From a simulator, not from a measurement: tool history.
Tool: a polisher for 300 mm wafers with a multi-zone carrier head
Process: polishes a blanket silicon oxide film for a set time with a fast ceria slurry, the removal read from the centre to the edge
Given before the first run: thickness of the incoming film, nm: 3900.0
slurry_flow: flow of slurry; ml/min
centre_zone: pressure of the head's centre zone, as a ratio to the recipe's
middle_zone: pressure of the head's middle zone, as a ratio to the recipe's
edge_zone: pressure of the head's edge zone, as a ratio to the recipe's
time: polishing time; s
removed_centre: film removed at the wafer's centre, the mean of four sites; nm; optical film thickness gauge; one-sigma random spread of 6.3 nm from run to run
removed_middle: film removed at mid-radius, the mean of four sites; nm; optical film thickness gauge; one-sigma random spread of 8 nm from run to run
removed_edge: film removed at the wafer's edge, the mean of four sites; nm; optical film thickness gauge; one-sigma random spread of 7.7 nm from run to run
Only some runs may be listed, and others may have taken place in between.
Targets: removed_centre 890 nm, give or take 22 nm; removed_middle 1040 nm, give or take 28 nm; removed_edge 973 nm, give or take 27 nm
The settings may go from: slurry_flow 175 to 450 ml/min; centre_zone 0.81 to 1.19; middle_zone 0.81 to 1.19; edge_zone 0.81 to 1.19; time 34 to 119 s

run,hour,slurry_flow,centre_zone,middle_zone,edge_zone,time,removed_centre,removed_middle,removed_edge
1,0,290,1,1,1,76,947.26,865.86,877.21
2,5.2,300,0.98,1.03,1.03,76,921.82,890.3,909.77
3,12.5,315,0.97,1.06,1.03,76,940.7,910.92,901.04
4,19.6,315,0.97,1.06,0.99,76,920.02,916.16,893.97
5,23.8,315,0.97,1.06,0.99,87,1070.3,1047.3,1019.7
6,26.2,300,0.94,1.07,0.98,87,1016.4,1047.8,999.9
7,30.9,280,0.92,1.08,0.99,87,1000.1,1051.1,1012
8,32.8,275,0.9,1.08,0.98,87,966.89,1049.1,989.63
9,38.8,265,0.89,1.08,0.98,87,955.16,1049.4,1001.2
10,41.7,260,0.88,1.08,0.97,87,942.73,1022.9,973.88
11,45.7,255,0.87,1.09,0.97,87,931.41,1037.5,979.97
12,53.1,250,0.86,1.09,0.97,87,920,1043.3,995.83
13,57.8,250,0.86,1.09,0.97,87,913.26,1044,976.46
14,64.1,245,0.86,1.09,0.97,87,915.22,1034.9,966.03

Which of these 5 next moves meets every target?
A,70.4,260,0.86,1.18,0.91,89,?,?,?
B,70.4,245,0.87,1.16,1.04,83,?,?,?
C,70.4,210,0.87,1.15,0.91,86,?,?,?
D,70.4,195,0.82,1.13,0.98,88,?,?,?
E,70.4,270,0.87,1.16,0.81,88,?,?,?

move,removed_centre,removed_middle,removed_edge
A,942.68,1135.3,971.22
B,882.13,1038.3,960.18
C,892.6,1047.1,918.96
D,849.57,1046.5,965.53
E,947.44,1114.2,914.67
A: the biggest miss grows against the last run
B: meets every target
C: corrects the largest miss of the last run, while another result sits out of spec
D: pushes the last run's worst result past its target
E: the biggest miss grows against the last run
B is the move that brings every result within its allowed miss.

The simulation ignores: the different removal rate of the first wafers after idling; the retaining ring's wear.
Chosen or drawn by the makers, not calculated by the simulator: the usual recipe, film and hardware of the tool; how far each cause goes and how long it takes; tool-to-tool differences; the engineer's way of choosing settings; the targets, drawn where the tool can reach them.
